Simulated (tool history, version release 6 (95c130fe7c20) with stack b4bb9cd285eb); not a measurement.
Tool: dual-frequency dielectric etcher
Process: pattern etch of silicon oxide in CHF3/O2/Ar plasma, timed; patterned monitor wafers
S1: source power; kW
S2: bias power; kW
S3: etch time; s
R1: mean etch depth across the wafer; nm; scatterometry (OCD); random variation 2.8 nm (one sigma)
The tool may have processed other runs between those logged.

run  hour     S1     S2     S3      R1
  1   0.0  0.570  0.167  396.5  833.95
  2   3.0  0.640  0.167  396.5  866.12
  3   7.0  0.560  0.159  395.5  801.07
  4  12.6  0.510  0.158  395.5  773.10
  5  13.2  0.510  0.179  395.5  824.51
  6  20.3  0.510  0.179  396.5  826.46

What does the tool deliver on the next run?
  7  27.9  0.400  0.151  393.0   ?

R1: 690.90 nm
